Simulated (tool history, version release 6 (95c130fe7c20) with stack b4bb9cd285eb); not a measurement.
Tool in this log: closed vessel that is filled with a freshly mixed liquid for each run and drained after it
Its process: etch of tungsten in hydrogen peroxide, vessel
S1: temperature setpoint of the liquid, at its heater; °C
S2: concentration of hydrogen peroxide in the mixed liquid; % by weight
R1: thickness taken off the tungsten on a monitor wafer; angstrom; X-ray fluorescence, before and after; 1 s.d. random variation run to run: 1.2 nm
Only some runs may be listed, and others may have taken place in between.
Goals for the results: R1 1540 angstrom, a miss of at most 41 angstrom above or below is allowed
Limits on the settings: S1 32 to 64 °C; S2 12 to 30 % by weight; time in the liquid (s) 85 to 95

run 1 hour=0 | S1=48 S2=22.5 time_in_the_liquid_(s)=85 | R1=766.44
run 2 hour=5 | S1=48 S2=19 time_in_the_liquid_(s)=85 | R1=688.65
run 3 hour=12.3 | S1=50 S2=19 time_in_the_liquid_(s)=85 | R1=791.93
run 4 hour=16.6 | S1=51.5 S2=19 time_in_the_liquid_(s)=85 | R1=875.18
run 5 hour=18.5 | S1=51.5 S2=19 time_in_the_liquid_(s)=85 | R1=872.34
run 6 hour=27.4 | S1=56 S2=19 time_in_the_liquid_(s)=85 | R1=1143.4
run 7 hour=30.9 | S1=57 S2=19 time_in_the_liquid_(s)=85 | R1=1201.7
run 8 hour=37.5 | S1=57.5 S2=19 time_in_the_liquid_(s)=85 | R1=1248.7
run 9 hour=46.7 | S1=58 S2=19 time_in_the_liquid_(s)=85 | R1=1297.3
run 10 hour=51.6 | S1=58.5 S2=19 time_in_the_liquid_(s)=85 | R1=1295.7
run 11 hour=56.6 | S1=59 S2=19 time_in_the_liquid_(s)=85 | R1=1349.3
run 12 hour=58.9 | S1=59.5 S2=19 time_in_the_liquid_(s)=85 | R1=1391.6
run 13 hour=67.3 | S1=60 S2=19 time_in_the_liquid_(s)=85 | R1=1443.1
run 14 hour=75.2 | S1=60.5 S2=19 time_in_the_liquid_(s)=85 | R1=1462

Exercise: of the 4 proposed moves below, exactly one satisfies all targets within the stated allowed misses. Which move is it?
run A hour=83.1 | S1=58 S2=19.5 time_in_the_liquid_(s)=95 | R1=?
run B hour=83.1 | S1=55.5 S2=25 time_in_the_liquid_(s)=95 | R1=?
run C hour=83.1 | S1=60 S2=19.5 time_in_the_liquid_(s)=90 | R1=?
run D hour=83.1 | S1=59.5 S2=18 time_in_the_liquid_(s)=90 | R1=?

move=A R1=1457.7
move=B R1=1425.5
move=C R1=1550.4
move=D R1=1447.3
A: further off than the last run
B: further off than the last run
C: all results in spec
D: further off than the last run
The right move is C.
